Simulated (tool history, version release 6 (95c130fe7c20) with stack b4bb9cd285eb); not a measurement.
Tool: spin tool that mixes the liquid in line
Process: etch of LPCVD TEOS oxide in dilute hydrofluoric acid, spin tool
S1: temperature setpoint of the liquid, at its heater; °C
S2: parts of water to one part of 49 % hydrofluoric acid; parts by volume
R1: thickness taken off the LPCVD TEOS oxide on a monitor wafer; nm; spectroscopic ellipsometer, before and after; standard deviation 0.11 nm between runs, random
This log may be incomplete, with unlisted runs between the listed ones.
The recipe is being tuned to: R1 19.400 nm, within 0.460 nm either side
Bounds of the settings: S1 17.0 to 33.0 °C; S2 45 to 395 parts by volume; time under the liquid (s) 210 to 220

run 1 hour=0.0 | S1=25.0 S2=220 time_under_the_liquid_(s)=210 | R1=21.523
run 2 hour=2.4 | S1=25.0 S2=160 time_under_the_liquid_(s)=210 | R1=31.790
run 3 hour=8.6 | S1=21.5 S2=160 time_under_the_liquid_(s)=210 | R1=27.438
run 4 hour=13.2 | S1=24.5 S2=160 time_under_the_liquid_(s)=210 | R1=31.179
run 5 hour=17.6 | S1=23.5 S2=165 time_under_the_liquid_(s)=210 | R1=28.816
run 6 hour=24.3 | S1=22.5 S2=170 time_under_the_liquid_(s)=210 | R1=26.775
run 7 hour=26.9 | S1=22.0 S2=170 time_under_the_liquid_(s)=210 | R1=26.289
run 8 hour=32.9 | S1=22.0 S2=170 time_under_the_liquid_(s)=210 | R1=26.241
run 9 hour=35.3 | S1=18.0 S2=200 time_under_the_liquid_(s)=210 | R1=18.263

Of the 4 settings listed for the next run, only one would bring every result within its allowed miss of target. Which one?
run A hour=37.7 | S1=20.0 S2=205 time_under_the_liquid_(s)=210 | R1=?
run B hour=37.7 | S1=19.5 S2=215 time_under_the_liquid_(s)=215 | R1=?
run C hour=37.7 | S1=18.5 S2=215 time_under_the_liquid_(s)=210 | R1=?
run D hour=37.7 | S1=20.0 S2=230 time_under_the_liquid_(s)=210 | R1=?

move=A R1=19.399
move=B R1=18.398
move=C R1=17.288
move=D R1=16.879
A: all results in spec
B: closer than the last run, but not yet in spec
C: moves away from the targets compared with the last run
D: moves away from the targets compared with the last run
Correct choice: A, which meets every target
